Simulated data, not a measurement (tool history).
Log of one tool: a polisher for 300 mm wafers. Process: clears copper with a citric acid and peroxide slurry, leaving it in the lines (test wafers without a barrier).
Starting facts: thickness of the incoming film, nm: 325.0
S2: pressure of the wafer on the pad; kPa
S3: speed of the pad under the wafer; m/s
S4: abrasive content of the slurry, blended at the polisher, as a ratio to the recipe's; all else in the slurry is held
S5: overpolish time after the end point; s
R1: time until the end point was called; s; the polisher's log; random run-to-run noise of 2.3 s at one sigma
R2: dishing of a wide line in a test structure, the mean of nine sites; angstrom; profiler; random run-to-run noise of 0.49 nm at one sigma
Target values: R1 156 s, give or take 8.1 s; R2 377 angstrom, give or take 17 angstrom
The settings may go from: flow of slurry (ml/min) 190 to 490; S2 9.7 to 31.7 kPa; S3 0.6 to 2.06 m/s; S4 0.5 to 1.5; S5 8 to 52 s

{"run": 1, "day": 0.0, "flow of slurry (ml/min)": 315, "S2": 20.7, "S3": 1.32, "S4": 1, "S5": 26, "R1": 91.765, "R2": 564.38}
{"run": 2, "day": 0.292, "flow of slurry (ml/min)": 315, "S2": 22.8, "S3": 1.32, "S4": 1, "S5": 26, "R1": 81.35, "R2": 599.82}
{"run": 3, "day": 0.483, "flow of slurry (ml/min)": 315, "S2": 22.8, "S3": 1.56, "S4": 1, "S5": 26, "R1": 68.076, "R2": 676.46}
{"run": 4, "day": 0.7, "flow of slurry (ml/min)": 315, "S2": 18.6, "S3": 1.48, "S4": 1, "S5": 26, "R1": 90.063, "R2": 549.98}
{"run": 5, "day": 0.958, "flow of slurry (ml/min)": 315, "S2": 18.6, "S3": 1.22, "S4": 1, "S5": 26, "R1": 105.96, "R2": 491.01}
{"run": 6, "day": 1.033, "flow of slurry (ml/min)": 315, "S2": 18.6, "S3": 1.4, "S4": 1, "S5": 26, "R1": 96.666, "R2": 530.13}
{"run": 7, "day": 1.188, "flow of slurry (ml/min)": 315, "S2": 18.6, "S3": 1.4, "S4": 1, "S5": 26, "R1": 92.444, "R2": 526.24}
{"run": 8, "day": 1.254, "flow of slurry (ml/min)": 315, "S2": 15.9, "S3": 1.34, "S4": 1, "S5": 27, "R1": 113.5, "R2": 460.56}
{"run": 9, "day": 1.333, "flow of slurry (ml/min)": 315, "S2": 13.8, "S3": 1.32, "S4": 1, "S5": 28, "R1": 129.52, "R2": 427.25}
{"run": 10, "day": 1.567, "flow of slurry (ml/min)": 315, "S2": 12.4, "S3": 1.32, "S4": 1, "S5": 28, "R1": 147.55, "R2": 383.94}

Which of these 4 next moves meets every target?
{"run": "A", "day": 1.8, "flow of slurry (ml/min)": 285, "S2": 9.7, "S3": 1.58, "S4": 1.25, "S5": 30, "R1": "?", "R2": "?"}
{"run": "B", "day": 1.8, "flow of slurry (ml/min)": 270, "S2": 13.8, "S3": 1.04, "S4": 1.35, "S5": 33, "R1": "?", "R2": "?"}
{"run": "C", "day": 1.8, "flow of slurry (ml/min)": 270, "S2": 11.7, "S3": 1.32, "S4": 1, "S5": 26, "R1": "?", "R2": "?"}
{"run": "D", "day": 1.8, "flow of slurry (ml/min)": 285, "S2": 13.1, "S3": 1.36, "S4": 0.9, "S5": 24, "R1": "?", "R2": "?"}

move=A R1=154.79 R2=386.55
move=B R1=158.06 R2=424.09
move=C R1=159.17 R2=341.75
move=D R1=141.81 R2=354.78
A: every result lands within tolerance
B: the furthest-off result lands on target, but another misses its tolerance
C: the furthest-off result lands on target, but another misses its tolerance
D: lands further from the targets than the last run did
Answer: A
